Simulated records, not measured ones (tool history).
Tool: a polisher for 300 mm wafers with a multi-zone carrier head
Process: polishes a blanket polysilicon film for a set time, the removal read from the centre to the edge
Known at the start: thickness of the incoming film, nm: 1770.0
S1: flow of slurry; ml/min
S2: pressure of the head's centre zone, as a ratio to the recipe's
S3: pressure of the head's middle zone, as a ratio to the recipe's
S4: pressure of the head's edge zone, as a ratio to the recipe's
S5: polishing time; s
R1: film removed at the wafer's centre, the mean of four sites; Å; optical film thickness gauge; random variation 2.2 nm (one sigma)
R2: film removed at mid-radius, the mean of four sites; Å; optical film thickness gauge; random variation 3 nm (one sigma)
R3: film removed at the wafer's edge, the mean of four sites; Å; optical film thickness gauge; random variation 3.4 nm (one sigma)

run 1 day=0 | S1=235 S2=1 S3=1 S4=1 S5=48 | R1=3816 R2=3857.9 R3=3855.4
run 2 day=0.129 | S1=235 S2=0.98 S3=1.01 S4=0.97 S5=45 | R1=3559.9 R2=3700.5 R3=3539.6
run 3 day=0.362 | S1=230 S2=0.95 S3=1 S4=0.95 S5=42 | R1=3244.3 R2=3318.8 R3=3206.6
run 4 day=0.542 | S1=230 S2=0.88 S3=1 S4=0.95 S5=42 | R1=2983.5 R2=3380.6 R3=3314.5
run 5 day=0.908 | S1=195 S2=0.88 S3=1 S4=0.95 S5=42 | R1=2922.2 R2=3292.3 R3=3311.8
run 6 day=1.146 | S1=205 S2=0.87 S3=1.01 S4=0.93 S5=40 | R1=2752.6 R2=3199.1 R3=3085.2
run 7 day=1.171 | S1=205 S2=0.87 S3=1.01 S4=0.93 S5=40 | R1=2724.3 R2=3220 R3=3017.5
run 8 day=1.342 | S1=200 S2=0.86 S3=1 S4=0.91 S5=39 | R1=2707.3 R2=3097.7 R3=2933.1
run 9 day=1.467 | S1=195 S2=0.85 S3=1 S4=0.89 S5=38 | R1=2543.6 R2=3065.6 R3=2826

Forecast run 10:
run 10 day=1.817 | S1=195 S2=0.85 S3=0.99 S4=0.88 S5=38 | R1=? R2=? R3=?

R1: 2533.6 Å
R2: 2967.2 Å
R3: 2827.3 Å
